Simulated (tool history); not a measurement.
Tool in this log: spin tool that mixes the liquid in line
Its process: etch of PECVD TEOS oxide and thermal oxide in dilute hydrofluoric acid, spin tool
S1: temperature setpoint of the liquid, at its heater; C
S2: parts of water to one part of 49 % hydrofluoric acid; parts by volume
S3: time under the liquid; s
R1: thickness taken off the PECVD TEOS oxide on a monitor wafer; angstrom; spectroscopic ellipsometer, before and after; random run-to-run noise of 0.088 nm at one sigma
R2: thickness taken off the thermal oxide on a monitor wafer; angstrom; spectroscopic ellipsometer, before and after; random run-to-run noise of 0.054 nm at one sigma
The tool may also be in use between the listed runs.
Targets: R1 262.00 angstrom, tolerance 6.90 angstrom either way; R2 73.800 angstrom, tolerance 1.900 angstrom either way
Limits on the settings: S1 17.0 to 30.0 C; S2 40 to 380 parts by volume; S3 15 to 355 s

| run | hour | S1 | S2 | S3 | R1 | R2 |
|---|---|---|---|---|---|---|
| 1 | 0.0 | 22.0 | 210 | 180 | 125.96 | 35.772 |
| 2 | 2.2 | 23.5 | 195 | 180 | 146.75 | 41.297 |
| 3 | 9.1 | 24.5 | 180 | 180 | 166.19 | 46.520 |
| 4 | 12.4 | 24.5 | 235 | 180 | 121.02 | 34.285 |
| 5 | 18.6 | 25.5 | 215 | 180 | 139.69 | 39.095 |
| 6 | 24.3 | 25.5 | 265 | 180 | 108.13 | 30.130 |
|  | 27.7 | hydrofluoric acid flow meter replaced |
| 7 | 27.7 | 26.5 | 235 | 180 | 117.75 | 33.444 |
| 8 | 36.6 | 22.5 | 150 | 205 | 198.48 | 55.906 |
| 9 | 41.6 | 24.0 | 150 | 205 | 211.21 | 59.862 |
| 10 | 46.0 | 25.0 | 150 | 205 | 219.50 | 61.409 |
| 11 | 48.7 | 26.0 | 150 | 205 | 227.52 | 63.929 |
| 12 | 51.9 | 27.0 | 150 | 205 | 236.97 | 66.249 |
| 13 | 57.9 | 27.5 | 150 | 205 | 239.36 | 68.242 |
| 14 | 65.3 | 28.0 | 150 | 205 | 244.66 | 70.327 |

Exactly one of the 5 candidate moves below puts every result within its allowed miss. Which one?
| A | 72.7 | 28.5 | 195 | 295 | ? | ? |
| B | 72.7 | 17.0 | 140 | 290 | ? | ? |
| C | 72.7 | 22.5 | 155 | 260 | ? | ? |
| D | 72.7 | 24.5 | 180 | 285 | ? | ? |
| E | 72.7 | 27.5 | 170 | 245 | ? | ? |

| move | R1 | R2 |
|---|---|---|
| A | 262.41 | 74.190 |
| B | 245.65 | 69.453 |
| C | 243.99 | 68.982 |
| D | 241.70 | 68.336 |
| E | 248.54 | 70.269 |
A: every result lands within tolerance
B: closes in on the targets versus the last run, not all within tolerance yet
C: just as far off the targets as the last run
D: further off than the last run
E: closes in on the targets versus the last run, not all within tolerance yet
A is the move that brings every result within its allowed miss.

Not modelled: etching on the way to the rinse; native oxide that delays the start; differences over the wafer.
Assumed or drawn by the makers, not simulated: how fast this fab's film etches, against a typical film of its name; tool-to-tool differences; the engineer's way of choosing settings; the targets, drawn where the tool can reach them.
